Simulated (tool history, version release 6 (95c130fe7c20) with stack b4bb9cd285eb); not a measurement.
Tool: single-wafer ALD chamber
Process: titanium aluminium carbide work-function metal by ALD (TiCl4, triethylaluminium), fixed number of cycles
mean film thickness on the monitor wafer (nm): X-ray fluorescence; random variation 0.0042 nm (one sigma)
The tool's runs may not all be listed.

run,hour,heater temperature setpoint (K),triethylaluminium pulse time (s),mean film thickness on the monitor wafer (nm)
1,0,598.15,8.08,2.3122
2,8.7,592.15,6.85,2.1412
3,14.3,582.15,6.85,2.0498
4,18.4,580.15,5.91,1.9106
5,21.8,579.15,5.6,1.848
6,28.4,579.15,7.67,2.1044

Forecast run 7:
7,37.3,578.15,6.97,?

{"run 7": {"mean film thickness on the monitor wafer (nm)": 2.0305}}

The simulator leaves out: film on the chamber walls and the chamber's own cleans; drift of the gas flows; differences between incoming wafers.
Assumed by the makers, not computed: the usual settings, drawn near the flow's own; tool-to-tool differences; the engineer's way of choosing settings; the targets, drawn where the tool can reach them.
